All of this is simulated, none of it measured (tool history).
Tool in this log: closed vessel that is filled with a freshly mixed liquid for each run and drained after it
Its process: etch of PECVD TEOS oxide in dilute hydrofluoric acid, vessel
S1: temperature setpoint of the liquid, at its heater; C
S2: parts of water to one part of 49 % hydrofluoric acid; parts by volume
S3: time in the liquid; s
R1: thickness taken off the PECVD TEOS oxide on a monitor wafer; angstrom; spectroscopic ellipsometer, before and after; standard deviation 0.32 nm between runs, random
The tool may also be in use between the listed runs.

run 1 hour=0 | S1=25 S2=50 S3=175 | R1=453.28
run 2 hour=2.3 | S1=25 S2=50 S3=175 | R1=454.31
run 3 hour=3.2 | S1=27 S2=45 S3=175 | R1=549.99
run 4 hour=8.8 | S1=28.5 S2=40 S3=175 | R1=660.96
run 5 hour=10.9 | S1=28.5 S2=55 S3=175 | R1=470.89
run 6 hour=12.1 | S1=28.5 S2=40 S3=175 | R1=662.87
run 7 hour=17 | S1=32.5 S2=25 S3=175 | R1=1278.1
-- hour=26.3 thermometer replaced
run 8 hour=26.3 | S1=31.5 S2=25 S3=175 | R1=1291.9
run 9 hour=35.5 | S1=30.5 S2=25 S3=175 | R1=1242.9
run 10 hour=41.7 | S1=29.5 S2=25 S3=175 | R1=1187.2

Expected results for the next run?
run 11 hour=46.9 | S1=28.5 S2=25 S3=175 | R1=?

Run 11 measured R1 1147.3 angstrom.
